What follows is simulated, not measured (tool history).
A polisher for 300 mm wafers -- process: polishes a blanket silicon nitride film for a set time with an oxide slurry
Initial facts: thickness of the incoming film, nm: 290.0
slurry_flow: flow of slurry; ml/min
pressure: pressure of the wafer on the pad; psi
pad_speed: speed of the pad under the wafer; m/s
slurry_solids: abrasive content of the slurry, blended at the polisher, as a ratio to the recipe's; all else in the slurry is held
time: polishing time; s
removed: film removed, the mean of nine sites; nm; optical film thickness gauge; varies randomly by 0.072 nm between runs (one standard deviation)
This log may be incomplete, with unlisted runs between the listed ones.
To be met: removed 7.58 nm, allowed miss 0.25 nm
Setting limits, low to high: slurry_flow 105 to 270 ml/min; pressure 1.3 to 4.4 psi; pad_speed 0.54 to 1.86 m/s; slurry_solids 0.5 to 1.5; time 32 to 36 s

Run 1, hour 0: slurry_flow 175 ml/min, pressure 2.8 psi, pad_speed 1.18 m/s, slurry_solids 1, time 36 s. Result: removed 18.074 nm.
Run 2, hour 4.7: slurry_flow 175 ml/min, pressure 2.5 psi, pad_speed 1.08 m/s, slurry_solids 1, time 36 s. Result: removed 15.036 nm.
Run 3, hour 6.1: slurry_flow 175 ml/min, pressure 2.3 psi, pad_speed 1.02 m/s, slurry_solids 1, time 36 s. Result: removed 13.189 nm.
Run 4, hour 9.3: slurry_flow 135 ml/min, pressure 2.3 psi, pad_speed 1.02 m/s, slurry_solids 1, time 36 s. Result: removed 12.882 nm.
Run 5, hour 13.9: slurry_flow 135 ml/min, pressure 2.3 psi, pad_speed 1.12 m/s, slurry_solids 1, time 36 s. Result: removed 13.729 nm.
Run 6, hour 18.6: slurry_flow 135 ml/min, pressure 2.3 psi, pad_speed 1.12 m/s, slurry_solids 1, time 36 s. Result: removed 13.8 nm.
Run 7, hour 19.9: slurry_flow 135 ml/min, pressure 2.1 psi, pad_speed 1.06 m/s, slurry_solids 1, time 36 s. Result: removed 12.06 nm.
Run 8, hour 23.2: slurry_flow 135 ml/min, pressure 1.9 psi, pad_speed 1.02 m/s, slurry_solids 1, time 36 s. Result: removed 10.771 nm.
Run 9, hour 30.1: slurry_flow 130 ml/min, pressure 1.3 psi, pad_speed 0.84 m/s, slurry_solids 1, time 36 s. Result: removed 6.4575 nm.
Run 10, hour 31.2: slurry_flow 130 ml/min, pressure 1.4 psi, pad_speed 0.84 m/s, slurry_solids 1, time 36 s. Result: removed 6.882 nm.

Exercise: of the 5 proposed moves below, exactly one satisfies all targets within the stated allowed misses. Which move is it?
Run A, hour 32.3: slurry_flow 105 ml/min, pressure 2.2 psi, pad_speed 0.66 m/s, slurry_solids 1.1, time 34 s. Result: removed ?.
Run B, hour 32.3: slurry_flow 110 ml/min, pressure 1.8 psi, pad_speed 0.82 m/s, slurry_solids 0.9, time 34 s. Result: removed ?.
Run C, hour 32.3: slurry_flow 105 ml/min, pressure 2.1 psi, pad_speed 0.62 m/s, slurry_solids 0.8, time 32 s. Result: removed ?.
Run D, hour 32.3: slurry_flow 150 ml/min, pressure 1.3 psi, pad_speed 1 m/s, slurry_solids 0.95, time 34 s. Result: removed ?.
Run E, hour 32.3: slurry_flow 150 ml/min, pressure 1.8 psi, pad_speed 0.76 m/s, slurry_solids 0.65, time 36 s. Result: removed ?.

move  removed
   A   8.2091
   B   7.6883
   C   6.3902
   D   7.1391
   E    7.268
A: the result that was furthest off in the last run now lies on the other side of its target
B: all results in spec
C: the biggest miss grows against the last run
D: nearer than the last run, and not there yet
E: nearer than the last run, and not there yet
Answer: B
